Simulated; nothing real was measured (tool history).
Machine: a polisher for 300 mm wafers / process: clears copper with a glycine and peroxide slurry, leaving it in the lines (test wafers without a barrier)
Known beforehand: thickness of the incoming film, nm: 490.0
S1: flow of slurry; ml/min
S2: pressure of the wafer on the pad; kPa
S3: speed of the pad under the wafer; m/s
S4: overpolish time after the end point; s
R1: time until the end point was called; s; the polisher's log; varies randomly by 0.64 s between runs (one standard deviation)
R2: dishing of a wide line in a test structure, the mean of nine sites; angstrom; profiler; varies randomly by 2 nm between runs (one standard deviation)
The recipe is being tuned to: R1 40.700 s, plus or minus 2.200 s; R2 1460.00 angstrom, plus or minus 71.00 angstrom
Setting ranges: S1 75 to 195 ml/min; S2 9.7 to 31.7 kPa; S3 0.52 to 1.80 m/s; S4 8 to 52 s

{"run": 1, "hour": 0.0, "S1": 125, "S2": 20.7, "S3": 1.16, "S4": 26, "R1": 64.436, "R2": 1047.2}
{"run": 2, "hour": 3.7, "S1": 125, "S2": 20.7, "S3": 1.16, "S4": 20, "R1": 61.571, "R2": 880.03}
{"run": 3, "hour": 7.1, "S1": 125, "S2": 20.7, "S3": 1.16, "S4": 30, "R1": 62.852, "R2": 1154.7}
{"run": 4, "hour": 9.8, "S1": 125, "S2": 16.5, "S3": 1.16, "S4": 30, "R1": 76.8, "R2": 1021.6}
{"run": 5, "hour": 16.8, "S1": 125, "S2": 14.5, "S3": 1.16, "S4": 30, "R1": 86.629, "R2": 909.03}
{"run": 6, "hour": 20.7, "S1": 130, "S2": 17.2, "S3": 1.18, "S4": 29, "R1": 72.253, "R2": 1012.0}
{"run": 7, "hour": 25.9, "S1": 140, "S2": 19.3, "S3": 1.2, "S4": 29, "R1": 64.133, "R2": 1119.8}
{"run": 8, "hour": 28.8, "S1": 145, "S2": 21.4, "S3": 1.22, "S4": 28, "R1": 59.573, "R2": 1173.3}
{"run": 9, "hour": 35.8, "S1": 145, "S2": 21.4, "S3": 1.22, "S4": 28, "R1": 56.894, "R2": 1193.1}
{"run": 10, "hour": 38.3, "S1": 150, "S2": 22.8, "S3": 1.22, "S4": 28, "R1": 53.922, "R2": 1211.9}
{"run": 11, "hour": 46.3, "S1": 150, "S2": 22.8, "S3": 1.22, "S4": 28, "R1": 56.678, "R2": 1236.2}
{"run": 12, "hour": 55.1, "S1": 150, "S2": 24.1, "S3": 1.24, "S4": 27, "R1": 51.321, "R2": 1247.3}

5 candidate next runs follow, results not yet known. Just one meets every target within its allowed miss. Identify it.
{"run": "A", "hour": 63.9, "S1": 180, "S2": 25.5, "S3": 1.5, "S4": 28, "R1": "?", "R2": "?"}
{"run": "B", "hour": 63.9, "S1": 155, "S2": 24.8, "S3": 1.42, "S4": 26, "R1": "?", "R2": "?"}
{"run": "C", "hour": 63.9, "S1": 170, "S2": 31.0, "S3": 1.54, "S4": 15, "R1": "?", "R2": "?"}
{"run": "D", "hour": 63.9, "S1": 170, "S2": 31.7, "S3": 1.44, "S4": 18, "R1": "?", "R2": "?"}
{"run": "E", "hour": 63.9, "S1": 145, "S2": 29.6, "S3": 1.32, "S4": 22, "R1": "?", "R2": "?"}

move=A R1=41.305 R2=1428.00
move=B R1=45.133 R2=1300.50
move=C R1=34.218 R2=1114.20
move=D R1=35.246 R2=1238.70
move=E R1=41.041 R2=1271.90
A: meets every target
B: closer than the last run, but not yet in spec
C: takes the result that was furthest off past its target
D: takes the result that was furthest off past its target
E: the furthest-off result lands on target, but another misses its tolerance
Correct choice: A, which meets every target
